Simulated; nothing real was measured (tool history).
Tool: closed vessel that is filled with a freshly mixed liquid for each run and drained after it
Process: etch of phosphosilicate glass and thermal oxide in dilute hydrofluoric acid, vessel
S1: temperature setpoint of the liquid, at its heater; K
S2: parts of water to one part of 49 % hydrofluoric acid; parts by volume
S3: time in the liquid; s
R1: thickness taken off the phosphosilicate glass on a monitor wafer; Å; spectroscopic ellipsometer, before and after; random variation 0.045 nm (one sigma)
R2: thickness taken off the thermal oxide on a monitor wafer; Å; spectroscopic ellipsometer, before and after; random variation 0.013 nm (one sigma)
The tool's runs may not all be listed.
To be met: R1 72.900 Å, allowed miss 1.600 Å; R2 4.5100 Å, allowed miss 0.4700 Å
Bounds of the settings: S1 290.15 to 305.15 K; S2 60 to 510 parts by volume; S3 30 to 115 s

| run | hour | S1 | S2 | S3 | R1 | R2 |
|---|---|---|---|---|---|---|
| 1 | 0.0 | 297.15 | 285 | 60 | 126.310 | 7.6367 |
| 2 | 5.3 | 295.65 | 300 | 60 | 111.540 | 6.8234 |
| 3 | 10.0 | 295.65 | 300 | 75 | 140.310 | 9.1830 |
| 4 | 14.7 | 295.65 | 300 | 55 | 101.940 | 6.4175 |
| 5 | 22.5 | 294.65 | 310 | 55 | 95.788 | 5.6273 |
| 6 | 26.3 | 294.65 | 310 | 35 | 60.352 | 3.7854 |
| 7 | 28.1 | 295.65 | 310 | 35 | 61.724 | 3.9478 |
| 8 | 30.0 | 296.65 | 305 | 35 | 65.898 | 4.2407 |
| 9 | 34.1 | 297.15 | 300 | 35 | 69.332 | 4.1754 |

5 next moves are on the table. One of them brings every result within its allowed miss. Which?
| A | 38.2 | 294.15 | 350 | 45 | ? | ? |
| B | 38.2 | 295.65 | 375 | 55 | ? | ? |
| C | 38.2 | 295.15 | 300 | 40 | ? | ? |
| D | 38.2 | 297.65 | 280 | 35 | ? | ? |
| E | 38.2 | 294.15 | 375 | 50 | ? | ? |

| move | R1 | R2 |
|---|---|---|
| A | 65.192 | 4.0933 |
| B | 76.615 | 4.8105 |
| C | 73.275 | 4.6008 |
| D | 76.492 | 4.8028 |
| E | 66.156 | 4.1538 |
A: further off than the last run
B: takes the result that was furthest off past its target
C: meets every target
D: takes the result that was furthest off past its target
E: further off than the last run
The right move is C.

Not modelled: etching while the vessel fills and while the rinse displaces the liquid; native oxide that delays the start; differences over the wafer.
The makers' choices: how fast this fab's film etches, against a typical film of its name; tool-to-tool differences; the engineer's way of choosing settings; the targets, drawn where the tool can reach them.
